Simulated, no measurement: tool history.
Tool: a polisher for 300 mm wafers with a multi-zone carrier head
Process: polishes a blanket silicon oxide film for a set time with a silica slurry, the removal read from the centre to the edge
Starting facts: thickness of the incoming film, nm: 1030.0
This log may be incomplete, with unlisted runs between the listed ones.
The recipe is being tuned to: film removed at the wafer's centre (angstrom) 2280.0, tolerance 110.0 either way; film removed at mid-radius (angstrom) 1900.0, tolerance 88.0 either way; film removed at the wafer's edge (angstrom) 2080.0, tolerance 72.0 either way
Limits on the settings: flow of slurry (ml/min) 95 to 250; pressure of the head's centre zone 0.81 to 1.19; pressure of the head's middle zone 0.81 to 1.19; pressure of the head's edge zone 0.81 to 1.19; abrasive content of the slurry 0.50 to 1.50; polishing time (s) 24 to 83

run	hour	flow of slurry (ml/min)	pressure of the head's centre zone	pressure of the head's middle zone	pressure of the head's edge zone	abrasive content of the slurry	polishing time (s)	film removed at the wafer's centre (angstrom)	film removed at mid-radius (angstrom)	film removed at the wafer's edge (angstrom)
1	0.0	160	1.00	1.00	1.00	1.00	53	3510.0	3567.0	3634.4
2	0.5	155	1.02	0.96	0.96	0.85	49	3087.5	2907.4	3048.8
3	4.6	155	0.98	0.96	0.96	0.85	49	3067.6	2898.3	3042.4
4	11.6	155	1.01	0.96	0.96	0.85	49	3151.2	2906.3	3042.0
5	17.7	150	0.99	0.94	0.93	0.75	47	2808.5	2544.9	2702.6
6	24.4	150	1.07	0.94	0.93	0.75	47	2969.3	2598.8	2700.4
7	25.9	140	1.04	0.92	0.91	0.65	46	2569.0	2244.9	2452.0
8	27.2	135	1.05	0.91	0.88	0.60	46	2431.1	2183.3	2265.9
9	33.3	130	1.06	0.88	0.87	0.60	46	2483.6	2024.1	2234.6

Next run, 4 choices. One meets every target within its allowed miss, the rest don't. Which?
A	39.4	155	1.16	0.89	0.89	0.60	42	?	?	?
B	39.4	110	1.14	0.81	0.81	0.75	41	?	?	?
C	39.4	155	1.05	0.87	0.88	0.65	39	?	?	?
D	39.4	110	0.94	0.86	1.03	0.55	49	?	?	?

move	film removed at the wafer's centre (angstrom)	film removed at mid-radius (angstrom)	film removed at the wafer's edge (angstrom)
A	2582.6	1949.7	2167.4
B	2498.5	1795.5	2123.7
C	2279.0	1847.7	2081.6
D	2168.4	1944.1	2443.5
A: misses by more than the last run did
B: brings the result that was furthest off to its target, and leaves another outside
C: all results in spec
D: misses by more than the last run did
Answer: C
